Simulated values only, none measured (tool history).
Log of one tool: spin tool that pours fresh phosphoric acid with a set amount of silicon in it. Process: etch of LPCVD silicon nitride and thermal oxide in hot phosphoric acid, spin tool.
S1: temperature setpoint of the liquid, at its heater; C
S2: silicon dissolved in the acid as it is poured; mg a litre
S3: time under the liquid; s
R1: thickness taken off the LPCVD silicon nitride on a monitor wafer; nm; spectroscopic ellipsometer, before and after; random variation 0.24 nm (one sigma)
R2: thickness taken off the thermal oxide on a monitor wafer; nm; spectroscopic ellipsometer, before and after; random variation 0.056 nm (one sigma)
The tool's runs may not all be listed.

Run 1, hour 0.0: S1 161.0 C, S2 26.5 mg a litre, S3 180 s. Result: R1 16.628 nm, R2 0.24966 nm.
Run 2, hour 8.7: S1 161.0 C, S2 38.0 mg a litre, S3 180 s. Result: R1 17.169 nm, R2 0.17034 nm.
Run 3, hour 13.9: S1 161.0 C, S2 38.0 mg a litre, S3 235 s. Result: R1 22.392 nm, R2 0.20167 nm.
Run 4, hour 19.4: S1 160.0 C, S2 38.0 mg a litre, S3 235 s. Result: R1 21.410 nm, R2 0.18424 nm.
Run 5, hour 22.0: S1 161.0 C, S2 33.5 mg a litre, S3 235 s. Result: R1 21.981 nm, R2 0.29120 nm.
Run 6, hour 29.7: S1 162.0 C, S2 33.5 mg a litre, S3 240 s. Result: R1 23.331 nm, R2 0.27308 nm.
Run 7, hour 32.3: S1 162.5 C, S2 30.0 mg a litre, S3 245 s. Result: R1 24.715 nm, R2 0.38274 nm.
Run 8, hour 38.6: S1 163.0 C, S2 28.5 mg a litre, S3 245 s. Result: R1 24.923 nm, R2 0.42239 nm.
Run 9, hour 40.3: S1 163.5 C, S2 27.5 mg a litre, S3 245 s. Result: R1 25.200 nm, R2 0.41868 nm.

Forecast run 10:
Run 10, hour 47.9: S1 164.0 C, S2 25.5 mg a litre, S3 245 s. Result: R1 ?, R2 ?.

{"run 10": {"R1": 25.244, "R2": 0.44817}}
